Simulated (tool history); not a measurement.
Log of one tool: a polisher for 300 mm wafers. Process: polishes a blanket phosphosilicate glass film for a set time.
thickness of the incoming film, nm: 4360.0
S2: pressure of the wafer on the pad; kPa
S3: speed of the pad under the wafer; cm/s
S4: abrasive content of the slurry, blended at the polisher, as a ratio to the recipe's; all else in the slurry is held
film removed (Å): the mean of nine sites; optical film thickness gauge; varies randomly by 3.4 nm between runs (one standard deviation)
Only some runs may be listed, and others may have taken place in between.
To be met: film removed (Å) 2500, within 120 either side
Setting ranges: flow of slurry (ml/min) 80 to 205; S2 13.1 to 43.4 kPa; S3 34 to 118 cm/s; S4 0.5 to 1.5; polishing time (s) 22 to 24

{"run": 1, "hour": 0.0, "flow of slurry (ml/min)": 135, "S2": 28.3, "S3": 76, "S4": 1, "polishing time (s)": 24, "film removed (Å)": 2042.2}
{"run": 2, "hour": 6.5, "flow of slurry (ml/min)": 135, "S2": 30.3, "S3": 76, "S4": 1, "polishing time (s)": 24, "film removed (Å)": 2084.7}
{"run": 3, "hour": 9.8, "flow of slurry (ml/min)": 135, "S2": 30.3, "S3": 82, "S4": 1, "polishing time (s)": 24, "film removed (Å)": 2216.4}
{"run": 4, "hour": 15.6, "flow of slurry (ml/min)": 135, "S2": 25.5, "S3": 82, "S4": 1, "polishing time (s)": 24, "film removed (Å)": 2006.9}
{"run": 5, "hour": 22.0, "flow of slurry (ml/min)": 135, "S2": 25.5, "S3": 64, "S4": 1, "polishing time (s)": 24, "film removed (Å)": 1602.9}
{"run": 6, "hour": 23.8, "flow of slurry (ml/min)": 120, "S2": 25.5, "S3": 64, "S4": 1, "polishing time (s)": 24, "film removed (Å)": 1586.2}
{"run": 7, "hour": 32.0, "flow of slurry (ml/min)": 120, "S2": 30.3, "S3": 66, "S4": 1, "polishing time (s)": 24, "film removed (Å)": 1858.6}
{"run": 8, "hour": 36.4, "flow of slurry (ml/min)": 120, "S2": 33.8, "S3": 68, "S4": 1, "polishing time (s)": 24, "film removed (Å)": 2012.5}

Which one of the following 5 next-run settings gets every result inside its allowed miss? There is exactly one.
{"run": "A", "hour": 40.8, "flow of slurry (ml/min)": 180, "S2": 29, "S3": 96, "S4": 1.2, "polishing time (s)": 24, "film removed (Å)": "?"}
{"run": "B", "hour": 40.8, "flow of slurry (ml/min)": 165, "S2": 38.6, "S3": 80, "S4": 0.85, "polishing time (s)": 24, "film removed (Å)": "?"}
{"run": "C", "hour": 40.8, "flow of slurry (ml/min)": 125, "S2": 42.7, "S3": 72, "S4": 0.75, "polishing time (s)": 24, "film removed (Å)": "?"}
{"run": "D", "hour": 40.8, "flow of slurry (ml/min)": 160, "S2": 35.9, "S3": 90, "S4": 1.05, "polishing time (s)": 24, "film removed (Å)": "?"}
{"run": "E", "hour": 40.8, "flow of slurry (ml/min)": 115, "S2": 32.4, "S3": 68, "S4": 0.9, "polishing time (s)": 22, "film removed (Å)": "?"}

move=A film_removed_(Å)=2866.7
move=B film_removed_(Å)=2466.4
move=C film_removed_(Å)=2120.2
move=D film_removed_(Å)=2899.5
move=E film_removed_(Å)=1683.2
A: carries the result that was furthest off beyond its target, to the other side
B: all results land within tolerance of their targets
C: an improvement on the last run, though not all results are within tolerance
D: carries the result that was furthest off beyond its target, to the other side
E: its largest miss is bigger than the last run's
B meets every target.

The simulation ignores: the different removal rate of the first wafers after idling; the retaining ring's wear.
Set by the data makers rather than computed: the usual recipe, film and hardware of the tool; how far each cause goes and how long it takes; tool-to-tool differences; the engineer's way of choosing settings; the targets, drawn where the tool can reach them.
